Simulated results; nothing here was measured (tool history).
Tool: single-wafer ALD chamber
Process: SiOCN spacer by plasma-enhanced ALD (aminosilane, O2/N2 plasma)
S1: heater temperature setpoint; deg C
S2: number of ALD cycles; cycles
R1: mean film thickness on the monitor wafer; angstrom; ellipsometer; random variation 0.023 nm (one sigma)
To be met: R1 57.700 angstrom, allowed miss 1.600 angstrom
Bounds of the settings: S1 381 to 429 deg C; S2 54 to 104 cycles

run,hour,S1,S2,R1
1,0.0,405,79,47.771
2,8.3,405,73,44.085
3,11.4,404,76,46.007
4,17.2,404,70,42.438
5,24.9,403,73,44.380
6,26.4,395,73,44.743
7,28.4,395,73,44.674
8,29.9,395,76,46.662
9,33.0,395,78,47.823
10,41.4,395,80,49.286
11,44.1,395,82,49.901

5 next moves are on the table. One of them brings every result within its allowed miss. Which?
A,46.8,399,77,?
B,46.8,398,72,?
C,46.8,403,72,?
D,46.8,395,62,?
E,46.8,403,95,?

move,R1
A,46.783
B,43.745
C,43.362
D,37.669
E,57.213
A: further off than the last run
B: further off than the last run
C: further off than the last run
D: further off than the last run
E: meets every target
Move E is the one to make.
